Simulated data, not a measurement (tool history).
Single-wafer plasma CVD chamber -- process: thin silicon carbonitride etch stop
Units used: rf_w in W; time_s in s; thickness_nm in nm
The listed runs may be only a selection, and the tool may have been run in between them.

run 1 hour=0 | rf_w=220 time_s=22.9 | thickness_nm=12.882
run 2 hour=7.7 | rf_w=250 time_s=22.9 | thickness_nm=13.476
run 3 hour=9.5 | rf_w=260 time_s=23.3 | thickness_nm=13.945
run 4 hour=15.3 | rf_w=245 time_s=23.3 | thickness_nm=13.6
run 5 hour=23.8 | rf_w=255 time_s=23.6 | thickness_nm=14.001
run 6 hour=27.5 | rf_w=240 time_s=23.6 | thickness_nm=13.68
run 7 hour=30.8 | rf_w=250 time_s=23.8 | thickness_nm=14.073
run 8 hour=37.7 | rf_w=260 time_s=23.9 | thickness_nm=14.31
run 9 hour=41.9 | rf_w=265 time_s=24 | thickness_nm=14.472

What does the tool deliver on the next run?
run 10 hour=47.1 | rf_w=270 time_s=24.1 | thickness_nm=?

{"run 10": {"thickness_nm": 14.605}}
